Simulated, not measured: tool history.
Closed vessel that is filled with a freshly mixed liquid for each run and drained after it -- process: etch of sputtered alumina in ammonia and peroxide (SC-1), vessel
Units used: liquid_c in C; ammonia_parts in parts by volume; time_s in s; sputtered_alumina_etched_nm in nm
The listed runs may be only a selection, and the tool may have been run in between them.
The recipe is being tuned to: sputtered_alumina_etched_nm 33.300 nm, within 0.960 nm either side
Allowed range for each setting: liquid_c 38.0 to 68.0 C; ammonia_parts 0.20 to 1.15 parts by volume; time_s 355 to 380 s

Run 1, hour 0.0: liquid_c 52.0 C, ammonia_parts 0.65 parts by volume, time_s 355 s. Result: sputtered_alumina_etched_nm 20.220 nm.
Run 2, hour 2.8: liquid_c 49.0 C, ammonia_parts 0.65 parts by volume, time_s 355 s. Result: sputtered_alumina_etched_nm 17.080 nm.
Run 3, hour 3.5: liquid_c 49.0 C, ammonia_parts 0.65 parts by volume, time_s 355 s. Result: sputtered_alumina_etched_nm 17.205 nm.
Run 4, hour 10.8: liquid_c 49.0 C, ammonia_parts 0.65 parts by volume, time_s 355 s. Result: sputtered_alumina_etched_nm 17.120 nm.
Run 5, hour 15.3: liquid_c 49.0 C, ammonia_parts 0.85 parts by volume, time_s 355 s. Result: sputtered_alumina_etched_nm 17.615 nm.
Run 6, hour 17.9: liquid_c 52.0 C, ammonia_parts 0.85 parts by volume, time_s 355 s. Result: sputtered_alumina_etched_nm 20.597 nm.
Run 7, hour 20.6: liquid_c 54.0 C, ammonia_parts 0.85 parts by volume, time_s 355 s. Result: sputtered_alumina_etched_nm 23.163 nm.
Run 8, hour 26.8: liquid_c 54.0 C, ammonia_parts 0.85 parts by volume, time_s 355 s. Result: sputtered_alumina_etched_nm 22.983 nm.
Run 9, hour 32.6: liquid_c 54.0 C, ammonia_parts 0.85 parts by volume, time_s 355 s. Result: sputtered_alumina_etched_nm 23.082 nm.
Run 10, hour 36.6: liquid_c 55.5 C, ammonia_parts 0.85 parts by volume, time_s 355 s. Result: sputtered_alumina_etched_nm 24.858 nm.
Run 11, hour 39.7: liquid_c 57.0 C, ammonia_parts 0.85 parts by volume, time_s 355 s. Result: sputtered_alumina_etched_nm 27.101 nm.
Run 12, hour 44.8: liquid_c 58.0 C, ammonia_parts 0.85 parts by volume, time_s 355 s. Result: sputtered_alumina_etched_nm 28.591 nm.
Run 13, hour 46.1: liquid_c 58.5 C, ammonia_parts 0.85 parts by volume, time_s 355 s. Result: sputtered_alumina_etched_nm 29.416 nm.
Run 14, hour 48.8: liquid_c 59.0 C, ammonia_parts 0.85 parts by volume, time_s 355 s. Result: sputtered_alumina_etched_nm 30.172 nm.
Run 15, hour 56.8: liquid_c 59.0 C, ammonia_parts 0.85 parts by volume, time_s 355 s. Result: sputtered_alumina_etched_nm 30.088 nm.
Run 16, hour 59.9: liquid_c 59.5 C, ammonia_parts 0.85 parts by volume, time_s 355 s. Result: sputtered_alumina_etched_nm 30.833 nm.
Run 17, hour 65.9: liquid_c 60.0 C, ammonia_parts 0.85 parts by volume, time_s 355 s. Result: sputtered_alumina_etched_nm 31.775 nm.

5 next moves are on the table. One of them brings every result within its allowed miss. Which?
Run A, hour 71.9: liquid_c 61.0 C, ammonia_parts 0.90 parts by volume, time_s 355 s. Result: sputtered_alumina_etched_nm ?.
Run B, hour 71.9: liquid_c 59.0 C, ammonia_parts 0.85 parts by volume, time_s 375 s. Result: sputtered_alumina_etched_nm ?.
Run C, hour 71.9: liquid_c 58.5 C, ammonia_parts 0.80 parts by volume, time_s 360 s. Result: sputtered_alumina_etched_nm ?.
Run D, hour 71.9: liquid_c 59.0 C, ammonia_parts 0.80 parts by volume, time_s 365 s. Result: sputtered_alumina_etched_nm ?.
Run E, hour 71.9: liquid_c 58.5 C, ammonia_parts 0.85 parts by volume, time_s 380 s. Result: sputtered_alumina_etched_nm ?.

move  sputtered_alumina_etched_nm
   A                       33.532
   B                       31.794
   C                       29.572
   D                       30.769
   E                       31.395
A: every result within its allowed miss
B: roughly where the last run was
C: lands further from the targets than the last run did
D: lands further from the targets than the last run did
E: lands further from the targets than the last run did
The right move is A.
